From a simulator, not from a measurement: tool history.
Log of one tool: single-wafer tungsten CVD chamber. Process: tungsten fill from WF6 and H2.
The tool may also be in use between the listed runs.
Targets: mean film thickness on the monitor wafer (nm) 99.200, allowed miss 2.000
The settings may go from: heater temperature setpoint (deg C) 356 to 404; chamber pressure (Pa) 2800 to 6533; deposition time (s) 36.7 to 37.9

run  hour  heater temperature setpoint (deg C)  chamber pressure (Pa)  deposition time (s)  mean film thickness on the monitor wafer (nm)
  1   0.0                                  380                   4666                 36.7                                         78.412
  2   4.2                                  380                   4666                 37.9                                         80.528
  3  10.0                                  382                   4680                 37.9                                         83.793
  4  12.9                                  384                   4693                 37.9                                         87.297
  5  18.4                                  385                   4693                 37.9                                         88.684
  6  25.4                                  385                   4693                 36.7                                         86.074
  7  26.1                                  385                   4693                 36.7                                         85.897
  8  32.3                                  387                   4706                 36.7                                         88.757
  9  36.5                                  388                   4706                 36.7                                         90.351

Which of these 4 next moves meets every target?
  A  40.7                                  383                   4440                 36.7                                              ?
  B  40.7                                  382                   4400                 36.7                                              ?
  C  40.7                                  384                   4893                 37.3                                              ?
  D  40.7                                  397                   4066                 36.7                                              ?

move  mean film thickness on the monitor wafer (nm)
   A                                         80.479
   B                                         78.778
   C                                         86.687
   D                                         98.602
A: further off than the last run
B: further off than the last run
C: further off than the last run
D: meets every target
The right move is D.
